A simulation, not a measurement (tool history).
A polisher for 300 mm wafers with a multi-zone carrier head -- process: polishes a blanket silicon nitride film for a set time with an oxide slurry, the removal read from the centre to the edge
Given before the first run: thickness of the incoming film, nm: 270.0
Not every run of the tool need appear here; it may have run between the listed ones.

run,hour,flow of slurry (ml/min),pressure of the head's centre zone,pressure of the head's middle zone,pressure of the head's edge zone,abrasive content of the slurry,polishing time (s),film removed at the wafer's centre (Å),film removed at mid-radius (Å),film removed at the wafer's edge (Å)
1,0.0,175,1.00,1.00,1.00,1.0,70,486.52,492.22,473.40
2,9.0,170,0.99,1.00,1.00,1.0,70,468.84,490.99,471.32
3,14.5,170,0.99,1.00,0.94,1.0,70,467.00,496.68,464.21
4,21.7,170,0.99,1.00,1.00,1.0,70,466.57,494.67,470.05
5,28.8,170,0.99,1.00,1.00,1.0,77,521.59,542.99,528.18
6,35.5,170,0.93,1.00,1.00,1.0,77,483.35,532.64,527.26
7,38.3,170,0.93,1.00,1.00,1.0,77,485.88,541.00,518.15
8,42.7,165,0.92,0.99,0.99,1.0,77,471.07,531.31,516.26
# hour 46.8: worn pad replaced by a new one
9,46.8,160,0.92,0.99,0.98,1.0,77,549.95,608.70,596.17
10,47.5,165,0.92,0.99,0.98,1.0,77,545.27,606.25,592.82

What does the tool deliver on the next run?
11,49.8,165,0.92,0.99,0.98,1.0,77,?,?,?

{"run 11": {"film removed at the wafer's centre (Å)": 536.36, "film removed at mid-radius (Å)": 603.68, "film removed at the wafer's edge (Å)": 591.97}}

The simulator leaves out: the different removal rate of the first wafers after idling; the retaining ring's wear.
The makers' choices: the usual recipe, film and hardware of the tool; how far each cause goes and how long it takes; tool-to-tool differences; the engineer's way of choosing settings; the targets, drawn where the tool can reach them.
